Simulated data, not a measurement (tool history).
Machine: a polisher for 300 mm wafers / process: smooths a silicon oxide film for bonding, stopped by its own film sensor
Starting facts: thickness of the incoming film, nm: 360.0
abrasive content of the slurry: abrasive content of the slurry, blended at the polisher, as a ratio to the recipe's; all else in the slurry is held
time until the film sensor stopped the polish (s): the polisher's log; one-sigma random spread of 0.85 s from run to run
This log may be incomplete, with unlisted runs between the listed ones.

run  hour  flow of slurry (ml/min)  pressure of the wafer on the pad (kPa)  speed of the pad under the wafer (cm/s)  abrasive content of the slurry  target thickness at which the film sensor stops the polish (angstrom)  time until the film sensor stopped the polish (s)
  1   0.0                      145                                    13.8                                       86                             1.0                                                                   3150                                             75.037
  2   8.3                      145                                    13.8                                       86                             1.0                                                                   3150                                             76.260
  3  11.3                      145                                    13.8                                      102                             1.0                                                                   3150                                             66.328
  4  19.6                      145                                    13.8                                      102                             0.8                                                                   3150                                             74.869
  5  25.8                      145                                    11.7                                      102                             0.8                                                                   3150                                             86.352
  6  30.7                      140                                    11.0                                      102                             0.8                                                                   3150                                             91.940

Run 7 is up next; what results do you expect?
  7  33.8                      140                                    11.0                                      102                             0.8                                                                   3150                                                  ?

time until the film sensor stopped the polish (s): 92.540

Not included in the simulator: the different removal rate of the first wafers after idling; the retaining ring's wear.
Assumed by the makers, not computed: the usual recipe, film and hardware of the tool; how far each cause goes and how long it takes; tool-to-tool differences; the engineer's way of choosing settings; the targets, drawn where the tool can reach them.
